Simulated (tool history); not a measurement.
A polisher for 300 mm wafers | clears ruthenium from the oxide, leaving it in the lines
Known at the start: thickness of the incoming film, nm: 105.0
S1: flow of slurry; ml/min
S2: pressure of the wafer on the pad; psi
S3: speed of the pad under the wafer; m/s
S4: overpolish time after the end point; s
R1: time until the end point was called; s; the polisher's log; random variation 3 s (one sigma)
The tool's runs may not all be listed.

{"run": 1, "hour": 0.0, "S1": 190, "S2": 2.7, "S3": 0.86, "S4": 16, "R1": 85.245}
{"run": 2, "hour": 1.4, "S1": 190, "S2": 2.7, "S3": 1.08, "S4": 16, "R1": 69.105}
{"run": 3, "hour": 10.3, "S1": 185, "S2": 2.2, "S3": 0.96, "S4": 16, "R1": 85.785}
{"run": 4, "hour": 17.6, "S1": 200, "S2": 2.2, "S3": 0.96, "S4": 16, "R1": 87.078}
{"run": 5, "hour": 25.7, "S1": 200, "S2": 2.5, "S3": 0.96, "S4": 16, "R1": 80.885}
{"run": 6, "hour": 28.0, "S1": 200, "S2": 2.5, "S3": 1.06, "S4": 16, "R1": 72.721}
{"run": 7, "hour": 30.3, "S1": 195, "S2": 2.1, "S3": 0.88, "S4": 16, "R1": 99.336}
{"run": 8, "hour": 36.6, "S1": 195, "S2": 1.8, "S3": 0.78, "S4": 16, "R1": 121.2}
{"run": 9, "hour": 43.0, "S1": 195, "S2": 1.6, "S3": 0.72, "S4": 16, "R1": 143.94}

Forecast run 10:
{"run": 10, "hour": 44.9, "S1": 195, "S2": 1.5, "S3": 0.7, "S4": 16, "R1": "?"}

Run 10 gave R1 149.35 s.
